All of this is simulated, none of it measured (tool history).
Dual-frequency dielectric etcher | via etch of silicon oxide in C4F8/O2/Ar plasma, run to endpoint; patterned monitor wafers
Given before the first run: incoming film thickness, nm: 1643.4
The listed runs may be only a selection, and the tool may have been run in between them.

{"run": 1, "day": 0.0, "source power (W)": 1460, "bias power (W)": 2152, "endpoint time (s)": 340.3}
{"run": 2, "day": 0.129, "source power (W)": 1510, "bias power (W)": 2192, "endpoint time (s)": 328.41}
{"run": 3, "day": 0.271, "source power (W)": 1740, "bias power (W)": 2192, "endpoint time (s)": 313.15}
{"run": 4, "day": 0.321, "source power (W)": 1770, "bias power (W)": 2219, "endpoint time (s)": 313.07}
{"run": 5, "day": 0.488, "source power (W)": 1800, "bias power (W)": 2255, "endpoint time (s)": 308.4}
{"run": 6, "day": 0.592, "source power (W)": 1800, "bias power (W)": 2061, "endpoint time (s)": 314.93}
{"run": 7, "day": 0.671, "source power (W)": 1820, "bias power (W)": 2104, "endpoint time (s)": 310}

Predict the results of run 8:
{"run": 8, "day": 1.0, "source power (W)": 1840, "bias power (W)": 2142, "endpoint time (s)": "?"}

{"run 8": {"endpoint time (s)": 310.83}}

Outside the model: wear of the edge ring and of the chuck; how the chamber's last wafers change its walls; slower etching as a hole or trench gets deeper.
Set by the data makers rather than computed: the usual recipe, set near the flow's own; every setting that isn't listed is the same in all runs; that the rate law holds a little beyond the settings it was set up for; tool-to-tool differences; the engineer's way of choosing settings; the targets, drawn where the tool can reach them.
